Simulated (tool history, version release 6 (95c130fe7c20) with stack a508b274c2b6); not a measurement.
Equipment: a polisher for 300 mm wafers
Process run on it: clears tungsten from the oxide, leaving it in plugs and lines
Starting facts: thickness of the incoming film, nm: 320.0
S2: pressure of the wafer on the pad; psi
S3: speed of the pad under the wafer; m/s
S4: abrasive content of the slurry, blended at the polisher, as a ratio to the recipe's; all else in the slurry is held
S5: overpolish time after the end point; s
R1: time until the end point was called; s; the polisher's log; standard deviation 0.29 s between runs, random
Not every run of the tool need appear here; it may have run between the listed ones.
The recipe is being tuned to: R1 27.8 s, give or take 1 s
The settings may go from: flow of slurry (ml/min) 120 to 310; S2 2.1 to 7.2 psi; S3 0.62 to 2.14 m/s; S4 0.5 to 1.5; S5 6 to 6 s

run 1 hour=0 | flow_of_slurry_(ml/min)=200 S2=4.6 S3=1.38 S4=1 S5=6 | R1=36.153
run 2 hour=8.5 | flow_of_slurry_(ml/min)=200 S2=4.6 S3=1.38 S4=0.9 S5=6 | R1=37.48
run 3 hour=12.3 | flow_of_slurry_(ml/min)=235 S2=4.6 S3=1.38 S4=0.9 S5=6 | R1=36.456
run 4 hour=12.9 | flow_of_slurry_(ml/min)=235 S2=4.7 S3=1.38 S4=0.9 S5=6 | R1=35.818
run 5 hour=16.6 | flow_of_slurry_(ml/min)=235 S2=4.7 S3=1.38 S4=1.1 S5=6 | R1=33.252
run 6 hour=22.7 | flow_of_slurry_(ml/min)=200 S2=4.7 S3=1.38 S4=1.1 S5=6 | R1=34.27
run 7 hour=27.5 | flow_of_slurry_(ml/min)=200 S2=4.8 S3=1.38 S4=1.1 S5=6 | R1=34.247
run 8 hour=36 | flow_of_slurry_(ml/min)=205 S2=4.9 S3=1.38 S4=1.1 S5=6 | R1=33.875
run 9 hour=40.7 | flow_of_slurry_(ml/min)=210 S2=5 S3=1.38 S4=1.1 S5=6 | R1=33.366
run 10 hour=49.5 | flow_of_slurry_(ml/min)=210 S2=5.1 S3=1.38 S4=1.1 S5=6 | R1=32.702
run 11 hour=50.6 | flow_of_slurry_(ml/min)=220 S2=5.9 S3=1.4 S4=1.1 S5=6 | R1=28.803

Next run, 5 choices. One meets every target within its allowed miss, the rest don't. Which?
run A hour=51.7 | flow_of_slurry_(ml/min)=120 S2=6.7 S3=1.34 S4=1.1 S5=6 | R1=?
run B hour=51.7 | flow_of_slurry_(ml/min)=175 S2=5.2 S3=1.52 S4=1.15 S5=6 | R1=?
run C hour=51.7 | flow_of_slurry_(ml/min)=275 S2=5.5 S3=1.6 S4=1.1 S5=6 | R1=?
run D hour=51.7 | flow_of_slurry_(ml/min)=235 S2=6.6 S3=1.22 S4=1.15 S5=6 | R1=?
run E hour=51.7 | flow_of_slurry_(ml/min)=250 S2=5 S3=1.6 S4=1.15 S5=6 | R1=?

move=A R1=29.508
move=B R1=29.414
move=C R1=25.985
move=D R1=29.62
move=E R1=27.658
A: misses by more than the last run did
B: misses by more than the last run did
C: the result that was furthest off in the last run now lies on the other side of its target
D: misses by more than the last run did
E: meets every target
Answer: E
